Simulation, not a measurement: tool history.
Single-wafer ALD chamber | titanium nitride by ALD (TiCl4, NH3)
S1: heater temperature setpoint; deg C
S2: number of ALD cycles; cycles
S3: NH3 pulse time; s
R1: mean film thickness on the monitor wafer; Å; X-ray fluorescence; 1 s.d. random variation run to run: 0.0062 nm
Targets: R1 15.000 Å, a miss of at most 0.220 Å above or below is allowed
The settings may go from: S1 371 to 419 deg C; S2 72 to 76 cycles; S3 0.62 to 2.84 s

| run | hour | S1 | S2 | S3 | R1 |
|---|---|---|---|---|---|
| 1 | 0.0 | 395 | 76 | 1.73 | 16.195 |
| 2 | 2.3 | 395 | 76 | 1.37 | 15.841 |
| 3 | 4.5 | 395 | 75 | 1.34 | 15.635 |
| 4 | 10.7 | 395 | 75 | 0.92 | 15.124 |
| 5 | 16.7 | 395 | 75 | 0.62 | 14.670 |
| 6 | 19.8 | 395 | 75 | 0.64 | 14.719 |
| 7 | 25.8 | 395 | 75 | 0.65 | 14.765 |
| 8 | 34.7 | 395 | 75 | 0.66 | 14.833 |

Pick the move, out of 5, that brings all results within their allowed miss; only one does.
| A | 43.6 | 386 | 72 | 0.97 | ? |
| B | 43.6 | 396 | 76 | 0.67 | ? |
| C | 43.6 | 391 | 75 | 0.64 | ? |
| D | 43.6 | 381 | 75 | 0.65 | ? |
| E | 43.6 | 387 | 75 | 0.63 | ? |

| move | R1 |
|---|---|
| A | 14.388 |
| B | 14.987 |
| C | 14.532 |
| D | 14.149 |
| E | 14.345 |
A: its largest miss is bigger than the last run's
B: all results in spec
C: its largest miss is bigger than the last run's
D: its largest miss is bigger than the last run's
E: its largest miss is bigger than the last run's
Correct choice: B, which meets every target
